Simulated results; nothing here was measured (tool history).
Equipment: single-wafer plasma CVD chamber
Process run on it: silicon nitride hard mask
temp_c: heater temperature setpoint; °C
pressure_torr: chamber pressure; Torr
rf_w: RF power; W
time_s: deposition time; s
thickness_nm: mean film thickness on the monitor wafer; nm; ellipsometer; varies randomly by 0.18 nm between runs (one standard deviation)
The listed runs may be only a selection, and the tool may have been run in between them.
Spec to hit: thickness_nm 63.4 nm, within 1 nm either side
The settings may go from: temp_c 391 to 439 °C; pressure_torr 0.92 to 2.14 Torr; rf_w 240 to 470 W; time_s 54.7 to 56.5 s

Run 1, day 0: temp_c 415 °C, pressure_torr 1.53 Torr, rf_w 355 W, time_s 54.7 s. Result: thickness_nm 76.596 nm.
Run 2, day 0.021: temp_c 415 °C, pressure_torr 1.39 Torr, rf_w 340 W, time_s 54.7 s. Result: thickness_nm 72.166 nm.
Run 3, day 0.142: temp_c 415 °C, pressure_torr 1.39 Torr, rf_w 310 W, time_s 54.7 s. Result: thickness_nm 66.86 nm.
Run 4, day 0.346: temp_c 415 °C, pressure_torr 1.33 Torr, rf_w 310 W, time_s 54.7 s. Result: thickness_nm 66.426 nm.
Run 5, day 0.679: temp_c 415 °C, pressure_torr 1.28 Torr, rf_w 310 W, time_s 54.7 s. Result: thickness_nm 65.307 nm.
Run 6, day 1.038: temp_c 415 °C, pressure_torr 1.28 Torr, rf_w 330 W, time_s 54.7 s. Result: thickness_nm 68.85 nm.
Run 7, day 1.304: temp_c 415 °C, pressure_torr 1.2 Torr, rf_w 325 W, time_s 54.7 s. Result: thickness_nm 66.733 nm.
Run 8, day 1.346: temp_c 415 °C, pressure_torr 0.97 Torr, rf_w 320 W, time_s 54.7 s. Result: thickness_nm 61.37 nm.

Consider the 4 candidate settings below. Which is the only one whose results all fall within their allowed miss of target?
Run A, day 1.388: temp_c 413 °C, pressure_torr 1.15 Torr, rf_w 315 W, time_s 56.5 s. Result: thickness_nm ?.
Run B, day 1.388: temp_c 422 °C, pressure_torr 0.98 Torr, rf_w 340 W, time_s 56.5 s. Result: thickness_nm ?.
Run C, day 1.388: temp_c 415 °C, pressure_torr 0.92 Torr, rf_w 360 W, time_s 54.7 s. Result: thickness_nm ?.
Run D, day 1.388: temp_c 417 °C, pressure_torr 1.19 Torr, rf_w 300 W, time_s 56.1 s. Result: thickness_nm ?.

move  thickness_nm
   A        66.065
   B        66.175
   C        65.649
   D        63.572
A: takes the result that was furthest off past its target
B: takes the result that was furthest off past its target
C: takes the result that was furthest off past its target
D: every result within its allowed miss
D meets every target.

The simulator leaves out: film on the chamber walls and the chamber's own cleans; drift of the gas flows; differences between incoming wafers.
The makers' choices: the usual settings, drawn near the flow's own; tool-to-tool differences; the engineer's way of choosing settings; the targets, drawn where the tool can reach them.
